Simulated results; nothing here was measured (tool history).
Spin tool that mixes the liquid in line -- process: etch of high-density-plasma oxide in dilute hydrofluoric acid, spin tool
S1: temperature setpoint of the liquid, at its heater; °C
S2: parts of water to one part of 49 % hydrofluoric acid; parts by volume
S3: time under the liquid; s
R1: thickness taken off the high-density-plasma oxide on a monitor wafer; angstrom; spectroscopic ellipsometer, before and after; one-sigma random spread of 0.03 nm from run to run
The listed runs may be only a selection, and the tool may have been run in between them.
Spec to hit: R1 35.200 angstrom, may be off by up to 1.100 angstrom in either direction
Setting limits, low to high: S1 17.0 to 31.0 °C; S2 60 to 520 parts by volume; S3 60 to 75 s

run    day    S1   S2  S3      R1
  1  0.000  23.0  290  75  24.396
  2  0.246  24.0  285  75  25.664
  3  0.458  25.0  280  75  27.313
  4  0.612  25.0  280  75  27.638
  5  0.896  26.0  280  75  28.420
  6  0.979  26.0  370  75  19.715
  7  1.096  26.5  355  75  21.001
  8  1.350  27.0  340  75  22.567
  9  1.662  27.5  325  75  24.812
 10  1.983  28.0  315  75  25.701
 11  2.312  28.5  305  75  27.952
 12  2.562  29.0  300  75  28.426
 13  2.729  29.5  295  75  29.577
 14  3.067  29.5  290  75  30.759
 15  3.396  29.5  285  75  31.237
 16  3.479  29.5  280  75  32.157
 17  3.558  30.5  275  75  33.959

Exactly one of the 4 candidate moves below puts every result within its allowed miss. Which one?
  A  3.638  28.0  265  75   ?
  B  3.638  31.0  270  75   ?
  C  3.638  29.0  280  75   ?
  D  3.638  30.0  280  75   ?

move      R1
   A  32.855
   B  35.415
   C  31.627
   D  32.683
A: further off than the last run
B: each result inside its tolerance
C: further off than the last run
D: further off than the last run
B meets every target.
